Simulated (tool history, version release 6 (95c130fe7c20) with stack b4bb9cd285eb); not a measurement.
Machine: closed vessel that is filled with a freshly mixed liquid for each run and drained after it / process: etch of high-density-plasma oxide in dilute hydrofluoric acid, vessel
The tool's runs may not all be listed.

run	day	temperature setpoint of the liquid (C)	parts of water to one part of 49 % hydrofluoric acid (parts by volume)	time in the liquid (s)	thickness taken off the high-density-plasma oxide on a monitor wafer (angstrom)
1	0	24	155	485	167.57
2	0.346	24	190	485	132.37
3	0.646	25.5	175	485	153.46
4	0.946	25.5	175	485	153.48
5	1.05	25.5	140	485	201.52
6	1.158	25.5	105	485	279.18
7	1.529	26	105	485	285.05

Expected results for the next run?
8	1.742	26.5	105	485	?

thickness taken off the high-density-plasma oxide on a monitor wafer (angstrom): 289.93
